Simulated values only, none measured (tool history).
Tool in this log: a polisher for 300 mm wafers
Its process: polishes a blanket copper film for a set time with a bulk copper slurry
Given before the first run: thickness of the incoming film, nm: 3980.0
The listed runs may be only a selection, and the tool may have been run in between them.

run	hour	flow of slurry (ml/min)	pressure of the wafer on the pad (kPa)	speed of the pad under the wafer (cm/s)	abrasive content of the slurry	polishing time (s)	film removed (angstrom)
1	0.0	230	22.8	134	1.0	46	5860.4
2	5.7	230	22.8	134	1.1	46	5920.7
3	8.2	230	23.4	134	1.1	46	6145.6
4	15.1	230	24.1	134	1.1	46	6199.8
5	22.9	230	24.1	134	1.0	46	6076.3
6	25.6	185	24.1	134	1.0	46	5986.2
7	26.4	185	24.8	134	1.0	46	6132.8

What does the tool deliver on the next run?
8	30.1	190	25.5	134	1.0	46	?

film removed (angstrom): 6276.9
